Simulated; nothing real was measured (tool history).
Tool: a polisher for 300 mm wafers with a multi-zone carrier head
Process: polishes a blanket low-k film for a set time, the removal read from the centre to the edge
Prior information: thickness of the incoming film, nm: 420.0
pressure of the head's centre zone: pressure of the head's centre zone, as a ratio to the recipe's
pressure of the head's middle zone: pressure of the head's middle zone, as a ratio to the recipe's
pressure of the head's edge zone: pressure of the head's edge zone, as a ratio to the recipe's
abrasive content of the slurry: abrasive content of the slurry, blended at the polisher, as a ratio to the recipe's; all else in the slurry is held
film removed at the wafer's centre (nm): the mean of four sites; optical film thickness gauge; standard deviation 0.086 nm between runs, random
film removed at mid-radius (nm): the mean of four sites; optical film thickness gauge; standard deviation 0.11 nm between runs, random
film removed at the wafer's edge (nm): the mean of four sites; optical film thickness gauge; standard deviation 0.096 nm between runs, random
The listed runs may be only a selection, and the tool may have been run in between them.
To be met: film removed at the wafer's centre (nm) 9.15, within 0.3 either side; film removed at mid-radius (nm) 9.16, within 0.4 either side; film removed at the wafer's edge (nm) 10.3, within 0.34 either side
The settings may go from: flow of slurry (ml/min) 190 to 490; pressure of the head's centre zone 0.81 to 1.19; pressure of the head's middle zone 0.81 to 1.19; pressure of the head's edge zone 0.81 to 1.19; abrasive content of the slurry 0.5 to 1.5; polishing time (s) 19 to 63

| run | hour | flow of slurry (ml/min) | pressure of the head's centre zone | pressure of the head's middle zone | pressure of the head's edge zone | abrasive content of the slurry | polishing time (s) | film removed at the wafer's centre (nm) | film removed at mid-radius (nm) | film removed at the wafer's edge (nm) |
|---|---|---|---|---|---|---|---|---|---|---|
| 1 | 0 | 315 | 1 | 1 | 1 | 1 | 41 | 16.476 | 16.652 | 16.615 |
| 2 | 7 | 310 | 0.98 | 0.97 | 0.99 | 0.9 | 39 | 14.411 | 14.514 | 15.004 |
| 3 | 15.7 | 310 | 0.96 | 0.95 | 0.97 | 0.8 | 38 | 13.02 | 13.109 | 13.416 |
| 4 | 22 | 310 | 0.96 | 0.95 | 0.97 | 1 | 38 | 14.651 | 14.403 | 14.854 |
| 5 | 30 | 310 | 0.96 | 0.95 | 0.91 | 1 | 38 | 14.543 | 14.642 | 14.795 |
| 6 | 36.6 | 305 | 0.94 | 0.92 | 0.91 | 0.9 | 38 | 13.506 | 13.277 | 13.894 |
| 7 | 41.3 | 305 | 0.92 | 0.9 | 0.9 | 0.8 | 38 | 12.396 | 12.213 | 12.93 |
| 8 | 43.9 | 300 | 0.9 | 0.88 | 0.89 | 0.75 | 38 | 11.723 | 11.709 | 12.334 |
| 9 | 48.7 | 270 | 0.85 | 0.81 | 0.96 | 0.5 | 35 | 7.5364 | 7.4294 | 8.9474 |
| 10 | 52.9 | 270 | 0.85 | 0.81 | 0.96 | 0.5 | 35 | 7.6481 | 7.4719 | 8.6423 |
| 11 | 56.7 | 295 | 0.86 | 0.82 | 0.97 | 0.5 | 35 | 7.8352 | 7.5617 | 8.8211 |
| 12 | 63.6 | 280 | 0.87 | 0.84 | 0.98 | 0.55 | 35 | 8.3762 | 8.2282 | 9.4313 |
| 13 | 67.4 | 275 | 0.88 | 0.85 | 0.99 | 0.55 | 35 | 8.4372 | 8.3829 | 9.5874 |
| 14 | 73 | 270 | 0.89 | 0.86 | 1 | 0.55 | 35 | 8.4991 | 8.4238 | 9.6323 |
| 15 | 76.2 | 310 | 0.93 | 0.92 | 1.07 | 0.6 | 35 | 9.7305 | 9.7391 | 10.782 |
| 16 | 83.6 | 300 | 0.93 | 0.92 | 1.07 | 0.6 | 35 | 9.4575 | 9.6057 | 10.709 |
| 17 | 87.2 | 295 | 0.93 | 0.92 | 1.06 | 0.6 | 35 | 9.5965 | 9.8536 | 10.547 |
| 18 | 95.3 | 290 | 0.93 | 0.91 | 1.06 | 0.6 | 35 | 9.5492 | 9.4074 | 10.504 |
| 19 | 96.6 | 285 | 0.93 | 0.91 | 1.06 | 0.6 | 35 | 9.4988 | 9.3097 | 10.419 |
| 20 | 101.9 | 280 | 0.93 | 0.91 | 1.06 | 0.6 | 35 | 9.5363 | 9.5257 | 10.571 |

Next run, 4 choices. One meets every target within its allowed miss, the rest don't. Which?
| A | 107.2 | 360 | 0.83 | 0.84 | 0.98 | 0.8 | 32 | ? | ? | ? |
| B | 107.2 | 200 | 0.96 | 0.81 | 1.02 | 0.55 | 40 | ? | ? | ? |
| C | 107.2 | 405 | 0.91 | 0.9 | 1.09 | 0.9 | 26 | ? | ? | ? |
| D | 107.2 | 195 | 1.01 | 1.03 | 0.99 | 0.65 | 35 | ? | ? | ? |

| move | film removed at the wafer's centre (nm) | film removed at mid-radius (nm) | film removed at the wafer's edge (nm) |
|---|---|---|---|
| A | 9.826 | 10.011 | 11.34 |
| B | 9.9977 | 8.7886 | 10.625 |
| C | 9.3321 | 9.2837 | 10.352 |
| D | 10.258 | 10.522 | 10.275 |
A: lands further from the targets than the last run did
B: lands further from the targets than the last run did
C: in spec on every target
D: lands further from the targets than the last run did
The move that meets every target is C.
